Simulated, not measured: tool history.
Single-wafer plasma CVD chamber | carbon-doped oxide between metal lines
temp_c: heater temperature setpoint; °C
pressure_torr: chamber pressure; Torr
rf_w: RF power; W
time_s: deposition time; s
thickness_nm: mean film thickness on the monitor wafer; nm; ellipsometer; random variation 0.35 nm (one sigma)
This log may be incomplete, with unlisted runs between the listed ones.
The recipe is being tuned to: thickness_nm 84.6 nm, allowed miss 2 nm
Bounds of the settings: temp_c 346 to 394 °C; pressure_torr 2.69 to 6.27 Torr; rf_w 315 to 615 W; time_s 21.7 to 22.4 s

run	hour	temp_c	pressure_torr	rf_w	time_s	thickness_nm
1	0	370	4.48	465	21.7	105.5
2	2.6	370	4.48	440	21.7	101.23
3	4.3	372	4.25	415	21.7	96.03
4	5.4	373	4	400	21.7	92.693
5	10.2	374	3.78	390	21.7	88.786
6	16	374	3.32	390	21.7	88.703
7	17.9	375	3.22	385	21.7	87.3
8	24	375	3.22	385	21.7	87.196

4 candidate next runs follow, results not yet known. Just one meets every target within its allowed miss. Identify it.
A	30.1	378	3.34	400	21.7	?
B	30.1	388	3.81	375	21.7	?
C	30.1	380	2.74	390	22.4	?
D	30.1	374	3.7	370	22.4	?

move	thickness_nm
A	89.928
B	84.317
C	89.099
D	88.454
A: further off than the last run
B: all results in spec
C: further off than the last run
D: further off than the last run
The right move is B.
